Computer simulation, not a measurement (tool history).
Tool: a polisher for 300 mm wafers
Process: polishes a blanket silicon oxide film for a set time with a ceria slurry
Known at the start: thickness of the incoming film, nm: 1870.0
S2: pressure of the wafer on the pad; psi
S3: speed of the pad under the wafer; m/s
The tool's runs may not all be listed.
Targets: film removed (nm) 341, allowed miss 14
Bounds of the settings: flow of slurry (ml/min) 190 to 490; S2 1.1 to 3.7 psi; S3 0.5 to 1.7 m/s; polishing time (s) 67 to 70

{"run": 1, "hour": 0.0, "flow of slurry (ml/min)": 315, "S2": 2.4, "S3": 1.1, "polishing time (s)": 67, "film removed (nm)": 218.29}
{"run": 2, "hour": 7.5, "flow of slurry (ml/min)": 315, "S2": 2.4, "S3": 1.1, "polishing time (s)": 67, "film removed (nm)": 229.13}
{"run": 3, "hour": 14.5, "flow of slurry (ml/min)": 315, "S2": 2.5, "S3": 1.1, "polishing time (s)": 67, "film removed (nm)": 233.2}
{"run": 4, "hour": 19.2, "flow of slurry (ml/min)": 245, "S2": 2.5, "S3": 1.1, "polishing time (s)": 67, "film removed (nm)": 227.32}
{"run": 5, "hour": 19.9, "flow of slurry (ml/min)": 245, "S2": 2.5, "S3": 1.1, "polishing time (s)": 67, "film removed (nm)": 229.16}
{"hour": 24.1, "done": "head pressure recalibrated"}
{"run": 6, "hour": 24.1, "flow of slurry (ml/min)": 245, "S2": 2.6, "S3": 1.1, "polishing time (s)": 67, "film removed (nm)": 215.18}
{"run": 7, "hour": 31.1, "flow of slurry (ml/min)": 260, "S2": 2.7, "S3": 1.14, "polishing time (s)": 67, "film removed (nm)": 232.66}
{"run": 8, "hour": 34.5, "flow of slurry (ml/min)": 260, "S2": 2.8, "S3": 1.2, "polishing time (s)": 67, "film removed (nm)": 243.3}
{"run": 9, "hour": 35.5, "flow of slurry (ml/min)": 260, "S2": 3.4, "S3": 1.28, "polishing time (s)": 67, "film removed (nm)": 319.06}
{"run": 10, "hour": 36.4, "flow of slurry (ml/min)": 265, "S2": 3.4, "S3": 1.28, "polishing time (s)": 67, "film removed (nm)": 315.99}

5 next moves are on the table. One of them brings every result within its allowed miss. Which?
{"run": "A", "hour": 37.3, "flow of slurry (ml/min)": 265, "S2": 3.6, "S3": 1.12, "polishing time (s)": 70, "film removed (nm)": "?"}
{"run": "B", "hour": 37.3, "flow of slurry (ml/min)": 315, "S2": 3.7, "S3": 1.18, "polishing time (s)": 70, "film removed (nm)": "?"}
{"run": "C", "hour": 37.3, "flow of slurry (ml/min)": 190, "S2": 3.5, "S3": 1.2, "polishing time (s)": 67, "film removed (nm)": "?"}
{"run": "D", "hour": 37.3, "flow of slurry (ml/min)": 260, "S2": 3.6, "S3": 1.2, "polishing time (s)": 67, "film removed (nm)": "?"}
{"run": "E", "hour": 37.3, "flow of slurry (ml/min)": 300, "S2": 3.1, "S3": 1.44, "polishing time (s)": 67, "film removed (nm)": "?"}

move=A film_removed_(nm)=311.1
move=B film_removed_(nm)=335.12
move=C film_removed_(nm)=297.25
move=D film_removed_(nm)=312.17
move=E film_removed_(nm)=310.81
A: further off than the last run
B: meets every target
C: further off than the last run
D: further off than the last run
E: further off than the last run
Move B is the one to make.
